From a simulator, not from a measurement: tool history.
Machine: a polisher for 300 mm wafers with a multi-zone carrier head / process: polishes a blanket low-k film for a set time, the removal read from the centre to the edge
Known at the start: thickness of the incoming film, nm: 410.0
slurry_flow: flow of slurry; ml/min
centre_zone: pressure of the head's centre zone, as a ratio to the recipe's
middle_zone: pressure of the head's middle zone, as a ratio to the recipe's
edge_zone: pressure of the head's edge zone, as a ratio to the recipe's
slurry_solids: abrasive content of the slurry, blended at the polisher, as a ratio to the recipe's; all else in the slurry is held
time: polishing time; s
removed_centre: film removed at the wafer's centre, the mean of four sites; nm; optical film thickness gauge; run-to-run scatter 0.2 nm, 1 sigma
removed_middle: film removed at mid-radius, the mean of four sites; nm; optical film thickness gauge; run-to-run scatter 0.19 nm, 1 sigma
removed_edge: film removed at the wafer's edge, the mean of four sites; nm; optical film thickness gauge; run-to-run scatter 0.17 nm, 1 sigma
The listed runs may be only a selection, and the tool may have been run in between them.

run 1 hour=0.0 | slurry_flow=140 centre_zone=1.00 middle_zone=1.00 edge_zone=1.00 slurry_solids=1.00 time=80 | removed_centre=29.097 removed_middle=28.983 removed_edge=29.503
run 2 hour=3.5 | slurry_flow=140 centre_zone=1.00 middle_zone=1.06 edge_zone=1.00 slurry_solids=1.00 time=80 | removed_centre=28.957 removed_middle=29.899 removed_edge=29.126
run 3 hour=4.2 | slurry_flow=135 centre_zone=1.02 middle_zone=1.04 edge_zone=0.97 slurry_solids=0.85 time=72 | removed_centre=23.873 removed_middle=23.691 removed_edge=23.114
run 4 hour=5.8 | slurry_flow=125 centre_zone=1.03 middle_zone=1.02 edge_zone=0.94 slurry_solids=0.75 time=71 | removed_centre=20.661 removed_middle=20.596 removed_edge=20.135
run 5 hour=11.3 | slurry_flow=115 centre_zone=1.05 middle_zone=1.00 edge_zone=0.91 slurry_solids=0.70 time=71 | removed_centre=19.807 removed_middle=18.962 removed_edge=18.648
run 6 hour=19.4 | slurry_flow=110 centre_zone=1.06 middle_zone=0.99 edge_zone=0.88 slurry_solids=0.70 time=71 | removed_centre=19.256 removed_middle=18.200 removed_edge=18.178
run 7 hour=22.4 | slurry_flow=105 centre_zone=1.07 middle_zone=0.99 edge_zone=0.86 slurry_solids=0.70 time=71 | removed_centre=19.936 removed_middle=18.398 removed_edge=18.091

What does the tool deliver on the next run?
run 8 hour=23.7 | slurry_flow=105 centre_zone=1.07 middle_zone=0.98 edge_zone=0.85 slurry_solids=0.65 time=71 | removed_centre=? removed_middle=? removed_edge=?

{"run 8": {"removed_centre": 18.504, "removed_middle": 17.048, "removed_edge": 16.531}}

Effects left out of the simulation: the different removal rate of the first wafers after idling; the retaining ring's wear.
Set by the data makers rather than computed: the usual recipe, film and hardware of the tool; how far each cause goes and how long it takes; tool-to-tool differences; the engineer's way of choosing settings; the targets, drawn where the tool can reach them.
